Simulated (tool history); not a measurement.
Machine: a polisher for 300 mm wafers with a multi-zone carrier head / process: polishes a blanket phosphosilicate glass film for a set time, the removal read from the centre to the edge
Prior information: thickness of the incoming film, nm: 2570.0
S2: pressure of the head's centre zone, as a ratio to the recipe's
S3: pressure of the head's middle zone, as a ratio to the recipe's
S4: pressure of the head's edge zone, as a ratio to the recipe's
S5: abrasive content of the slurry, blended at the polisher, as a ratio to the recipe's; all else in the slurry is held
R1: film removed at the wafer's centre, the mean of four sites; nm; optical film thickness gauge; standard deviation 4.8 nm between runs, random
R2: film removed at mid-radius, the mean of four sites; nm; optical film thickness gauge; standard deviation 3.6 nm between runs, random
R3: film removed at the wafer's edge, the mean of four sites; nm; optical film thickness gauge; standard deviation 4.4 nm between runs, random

run 1 hour=0 | flow_of_slurry_(ml/min)=260 S2=1 S3=1 S4=1 S5=1 polishing_time_(s)=31 | R1=279.24 R2=285.59 R3=272.66
run 2 hour=7.5 | flow_of_slurry_(ml/min)=260 S2=0.99 S3=1.02 S4=1.03 S5=1.1 polishing_time_(s)=31 | R1=294.39 R2=305.64 R3=305.96
run 3 hour=9.6 | flow_of_slurry_(ml/min)=260 S2=0.99 S3=1.02 S4=0.95 S5=1.1 polishing_time_(s)=31 | R1=312 R2=303.48 R3=287.38
run 4 hour=11.3 | flow_of_slurry_(ml/min)=260 S2=0.99 S3=1.02 S4=0.95 S5=1.1 polishing_time_(s)=34 | R1=327.17 R2=337.07 R3=318.47
run 5 hour=14.7 | flow_of_slurry_(ml/min)=265 S2=0.99 S3=1.05 S4=0.97 S5=1.1 polishing_time_(s)=34 | R1=339.14 R2=343.01 R3=312.73
run 6 hour=18.1 | flow_of_slurry_(ml/min)=265 S2=0.99 S3=1.13 S4=0.97 S5=1.1 polishing_time_(s)=34 | R1=332.61 R2=354.92 R3=315.77

What will run 7 give?
run 7 hour=19.3 | flow_of_slurry_(ml/min)=270 S2=0.98 S3=1.14 S4=0.99 S5=1.15 polishing_time_(s)=34 | R1=? R2=? R3=?

R1: 342.83 nm
R2: 367.22 nm
R3: 333.87 nm
